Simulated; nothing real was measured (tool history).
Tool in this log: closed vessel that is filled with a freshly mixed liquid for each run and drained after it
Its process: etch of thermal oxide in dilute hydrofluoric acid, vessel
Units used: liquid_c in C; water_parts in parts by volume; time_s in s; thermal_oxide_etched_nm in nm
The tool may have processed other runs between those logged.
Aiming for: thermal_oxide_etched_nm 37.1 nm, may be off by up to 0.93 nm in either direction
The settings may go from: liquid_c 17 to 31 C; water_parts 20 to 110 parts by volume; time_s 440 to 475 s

run 1 hour=0 | liquid_c=23 water_parts=60 time_s=440 | thermal_oxide_etched_nm=33.292
run 2 hour=7.5 | liquid_c=26.5 water_parts=60 time_s=440 | thermal_oxide_etched_nm=38.521
run 3 hour=11.1 | liquid_c=26.5 water_parts=75 time_s=440 | thermal_oxide_etched_nm=30.433
run 4 hour=15.3 | liquid_c=27.5 water_parts=75 time_s=440 | thermal_oxide_etched_nm=31.01
run 5 hour=22.9 | liquid_c=26 water_parts=75 time_s=440 | thermal_oxide_etched_nm=29.427
run 6 hour=28.4 | liquid_c=25 water_parts=75 time_s=440 | thermal_oxide_etched_nm=28.34
run 7 hour=36.6 | liquid_c=26 water_parts=75 time_s=440 | thermal_oxide_etched_nm=29.379
run 8 hour=43.2 | liquid_c=27 water_parts=75 time_s=440 | thermal_oxide_etched_nm=30.521
run 9 hour=44.4 | liquid_c=31 water_parts=70 time_s=440 | thermal_oxide_etched_nm=38.066

Of the 5 settings listed for the next run, only one would bring every result within its allowed miss of target. Which one?
run A hour=45.6 | liquid_c=31 water_parts=75 time_s=475 | thermal_oxide_etched_nm=?
run B hour=45.6 | liquid_c=30 water_parts=70 time_s=455 | thermal_oxide_etched_nm=?
run C hour=45.6 | liquid_c=29.5 water_parts=75 time_s=445 | thermal_oxide_etched_nm=?
run D hour=45.6 | liquid_c=28 water_parts=70 time_s=470 | thermal_oxide_etched_nm=?
run E hour=45.6 | liquid_c=31 water_parts=80 time_s=455 | thermal_oxide_etched_nm=?

move=A thermal_oxide_etched_nm=38.636
move=B thermal_oxide_etched_nm=38.423
move=C thermal_oxide_etched_nm=34.168
move=D thermal_oxide_etched_nm=36.71
move=E thermal_oxide_etched_nm=34.451
A: further off than the last run
B: further off than the last run
C: carries the result that was furthest off beyond its target, to the other side
D: in spec on every target
E: carries the result that was furthest off beyond its target, to the other side
Answer: D
